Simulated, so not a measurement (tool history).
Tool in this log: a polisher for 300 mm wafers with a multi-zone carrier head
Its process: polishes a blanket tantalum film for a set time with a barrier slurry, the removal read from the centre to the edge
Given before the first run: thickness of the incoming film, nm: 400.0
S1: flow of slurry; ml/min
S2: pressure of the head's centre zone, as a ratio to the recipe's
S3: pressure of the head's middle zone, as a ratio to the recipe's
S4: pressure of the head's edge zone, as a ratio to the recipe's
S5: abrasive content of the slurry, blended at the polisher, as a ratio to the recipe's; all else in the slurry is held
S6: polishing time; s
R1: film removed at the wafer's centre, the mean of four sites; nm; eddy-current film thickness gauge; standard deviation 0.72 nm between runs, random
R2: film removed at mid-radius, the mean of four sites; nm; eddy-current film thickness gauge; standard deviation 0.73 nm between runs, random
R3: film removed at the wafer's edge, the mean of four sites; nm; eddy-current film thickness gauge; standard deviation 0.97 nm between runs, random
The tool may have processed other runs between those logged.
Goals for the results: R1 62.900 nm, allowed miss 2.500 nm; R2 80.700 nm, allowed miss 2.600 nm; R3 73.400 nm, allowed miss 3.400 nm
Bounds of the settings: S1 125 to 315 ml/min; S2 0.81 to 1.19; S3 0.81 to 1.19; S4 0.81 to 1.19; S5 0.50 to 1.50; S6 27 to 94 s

run	hour	S1	S2	S3	S4	S5	S6	R1	R2	R3
1	0.0	205	1.00	1.00	1.00	1.00	60	100.240	100.050	99.892
2	6.0	195	0.96	1.01	0.98	0.90	59	89.802	95.622	91.884
3	13.4	195	0.96	1.01	0.98	0.90	67	102.640	110.110	103.700
4	17.7	185	0.92	1.01	0.98	0.80	65	90.835	102.230	99.927
5	21.4	180	0.90	1.01	0.95	0.75	63	84.578	95.159	93.183
6	23.7	180	0.90	1.08	0.95	0.75	63	87.165	102.590	93.898
7	27.1	175	0.88	1.09	0.93	0.70	61	78.767	96.116	85.934
8	34.1	170	0.86	1.08	0.91	0.65	60	74.335	91.892	82.885
9	38.8	165	0.85	1.07	0.90	0.60	60	72.563	88.310	77.461
10	39.3	160	0.84	1.07	0.92	0.60	59	69.312	86.814	77.408
11	47.5	155	0.83	1.06	0.93	0.60	59	67.994	82.873	76.944
12	51.3	150	0.83	1.07	0.94	0.60	59	66.738	84.876	77.945
13	52.9	145	0.83	1.07	0.93	0.60	59	67.269	84.374	77.259
14	61.5	140	0.83	1.07	0.93	0.60	59	66.787	82.809	75.851
15	66.0	130	0.81	1.09	0.94	0.50	58	59.277	76.965	72.079
16	67.0	135	0.81	1.09	0.94	0.50	58	58.835	77.485	70.487

5 candidate next runs follow, results not yet known. Just one meets every target within its allowed miss. Identify it.
A	68.0	130	0.82	1.04	0.95	0.50	59	?	?	?
B	68.0	125	0.84	0.98	0.93	0.55	58	?	?	?
C	68.0	140	0.81	1.19	0.85	0.55	54	?	?	?
D	68.0	210	0.84	1.13	1.03	0.65	49	?	?	?
E	68.0	155	0.81	1.06	1.06	0.65	52	?	?	?

move	R1	R2	R3
A	60.072	75.945	73.052
B	61.446	72.917	73.053
C	57.578	81.470	66.703
D	62.107	81.094	73.692
E	60.144	77.458	76.165
A: further off than the last run
B: brings the last run's worst result on target, with another outside its allowed miss
C: further off than the last run
D: in spec on every target
E: better than the last run, though not everything is in spec
D is the move that brings every result within its allowed miss.
